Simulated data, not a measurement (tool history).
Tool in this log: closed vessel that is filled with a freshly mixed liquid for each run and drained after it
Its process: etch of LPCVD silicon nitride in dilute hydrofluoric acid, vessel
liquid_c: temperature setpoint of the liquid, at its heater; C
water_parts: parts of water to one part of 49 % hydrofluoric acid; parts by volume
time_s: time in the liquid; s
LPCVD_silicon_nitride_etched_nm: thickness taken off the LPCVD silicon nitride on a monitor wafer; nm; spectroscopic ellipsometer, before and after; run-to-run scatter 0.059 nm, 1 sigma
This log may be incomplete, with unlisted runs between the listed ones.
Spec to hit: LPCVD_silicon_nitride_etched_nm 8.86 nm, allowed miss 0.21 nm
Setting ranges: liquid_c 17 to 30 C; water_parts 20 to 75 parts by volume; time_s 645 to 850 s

run  hour  liquid_c  water_parts  time_s  LPCVD_silicon_nitride_etched_nm
  1     0        22           45     850                           7.6173
  2   4.2        22           45     645                           5.7902
  3  11.8        22           45     645                           5.8044
  4  12.9        22           45     645                           5.7833
  5  19.6        23           45     645                             6.25
  6  26.4        24           45     645                           6.6677
  7  32.2        25           45     645                           7.1099
  8  39.3      25.5           45     645                           7.2802
  9  40.9        26           45     645                           7.6502
 10  49.5      26.5           45     645                           7.8845

Which one of the following 4 next-run settings gets every result inside its allowed miss? There is exactly one.
  A  58.1        27           40     670                                ?
  B  58.1      27.5           45     680                                ?
  C  58.1      25.5           45     745                                ?
  D  58.1      26.5           55     755                                ?

move  LPCVD_silicon_nitride_etched_nm
   A                           9.5245
   B                           8.9019
   C                           8.5405
   D                           7.5954
A: takes the result that was furthest off past its target
B: meets every target
C: better than the last run, though not everything is in spec
D: moves away from the targets compared with the last run
So the answer is move B, the one that meets all the targets.

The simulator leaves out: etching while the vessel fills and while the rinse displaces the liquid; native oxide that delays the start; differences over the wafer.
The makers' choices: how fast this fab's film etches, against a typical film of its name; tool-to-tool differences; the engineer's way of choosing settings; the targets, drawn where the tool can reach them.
